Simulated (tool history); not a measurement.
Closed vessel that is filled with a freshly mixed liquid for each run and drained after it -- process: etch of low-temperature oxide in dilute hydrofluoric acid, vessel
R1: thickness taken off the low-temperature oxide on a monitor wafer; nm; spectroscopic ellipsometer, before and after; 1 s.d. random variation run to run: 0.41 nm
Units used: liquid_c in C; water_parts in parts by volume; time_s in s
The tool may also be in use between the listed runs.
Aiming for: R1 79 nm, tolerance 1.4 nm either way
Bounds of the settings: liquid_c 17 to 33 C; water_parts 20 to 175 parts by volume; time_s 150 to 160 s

{"run": 1, "hour": 0.0, "liquid_c": 25, "water_parts": 95, "time_s": 150, "R1": 50.752}
{"run": 2, "hour": 4.6, "liquid_c": 28.5, "water_parts": 95, "time_s": 150, "R1": 58.59}
{"run": 3, "hour": 12.8, "liquid_c": 28.5, "water_parts": 120, "time_s": 150, "R1": 44.749}
{"run": 4, "hour": 16.3, "liquid_c": 29, "water_parts": 115, "time_s": 150, "R1": 47.863}
{"run": 5, "hour": 19.6, "liquid_c": 29.5, "water_parts": 110, "time_s": 150, "R1": 51.818}
{"run": 6, "hour": 21.5, "liquid_c": 30, "water_parts": 105, "time_s": 150, "R1": 55.115}
{"run": 7, "hour": 28.5, "liquid_c": 30.5, "water_parts": 100, "time_s": 150, "R1": 59.611}
{"run": 8, "hour": 34.0, "liquid_c": 33, "water_parts": 80, "time_s": 150, "R1": 84.391}
{"run": 9, "hour": 35.4, "liquid_c": 32, "water_parts": 80, "time_s": 150, "R1": 81.33}

Pick the move, out of 4, that brings all results within their allowed miss; only one does.
{"run": "A", "hour": 36.8, "liquid_c": 31, "water_parts": 75, "time_s": 150, "R1": "?"}
{"run": "B", "hour": 36.8, "liquid_c": 33, "water_parts": 85, "time_s": 160, "R1": "?"}
{"run": "C", "hour": 36.8, "liquid_c": 33, "water_parts": 80, "time_s": 150, "R1": "?"}
{"run": "D", "hour": 36.8, "liquid_c": 33, "water_parts": 85, "time_s": 150, "R1": "?"}

move=A R1=83.663
move=B R1=83.583
move=C R1=83.909
move=D R1=78.359
A: the biggest miss grows against the last run
B: the biggest miss grows against the last run
C: the biggest miss grows against the last run
D: hits every target within its allowed miss
Answer: D
